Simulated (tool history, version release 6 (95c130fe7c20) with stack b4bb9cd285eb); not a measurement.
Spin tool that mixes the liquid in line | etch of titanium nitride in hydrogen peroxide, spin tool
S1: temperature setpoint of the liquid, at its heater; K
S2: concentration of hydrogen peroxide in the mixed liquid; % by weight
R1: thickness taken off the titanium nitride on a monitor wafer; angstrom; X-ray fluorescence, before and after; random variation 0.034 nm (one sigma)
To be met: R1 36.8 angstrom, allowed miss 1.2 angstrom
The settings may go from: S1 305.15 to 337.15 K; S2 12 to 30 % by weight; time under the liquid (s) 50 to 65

run 1 day=0 | S1=321.15 S2=20.5 time_under_the_liquid_(s)=65 | R1=20.269
run 2 day=0.254 | S1=321.15 S2=18.5 time_under_the_liquid_(s)=65 | R1=20.009
run 3 day=0.588 | S1=321.15 S2=21 time_under_the_liquid_(s)=65 | R1=20.278
run 4 day=0.729 | S1=323.15 S2=21 time_under_the_liquid_(s)=65 | R1=24.106
run 5 day=0.829 | S1=324.65 S2=21 time_under_the_liquid_(s)=65 | R1=26.406
run 6 day=0.925 | S1=324.65 S2=21 time_under_the_liquid_(s)=65 | R1=26.388
run 7 day=1.221 | S1=325.65 S2=21 time_under_the_liquid_(s)=65 | R1=28.98
run 8 day=1.588 | S1=326.15 S2=21 time_under_the_liquid_(s)=65 | R1=29.892
run 9 day=1.738 | S1=326.65 S2=21 time_under_the_liquid_(s)=65 | R1=30.045
run 10 day=1.833 | S1=327.15 S2=21 time_under_the_liquid_(s)=65 | R1=32.197
run 11 day=2.192 | S1=327.65 S2=21 time_under_the_liquid_(s)=65 | R1=32.736
run 12 day=2.438 | S1=328.15 S2=21 time_under_the_liquid_(s)=65 | R1=34.24
run 13 day=2.521 | S1=328.65 S2=21 time_under_the_liquid_(s)=65 | R1=35.599

Which of these 5 next moves meets every target?
run A day=2.604 | S1=329.15 S2=20.5 time_under_the_liquid_(s)=60 | R1=?
run B day=2.604 | S1=328.15 S2=20.5 time_under_the_liquid_(s)=65 | R1=?
run C day=2.604 | S1=329.15 S2=21 time_under_the_liquid_(s)=60 | R1=?
run D day=2.604 | S1=332.15 S2=19.5 time_under_the_liquid_(s)=50 | R1=?
run E day=2.604 | S1=329.65 S2=19 time_under_the_liquid_(s)=65 | R1=?

move=A R1=32.976
move=B R1=33.315
move=C R1=33.148
move=D R1=33.44
move=E R1=36.391
A: further off than the last run
B: further off than the last run
C: further off than the last run
D: further off than the last run
E: meets every target
The right move is E.
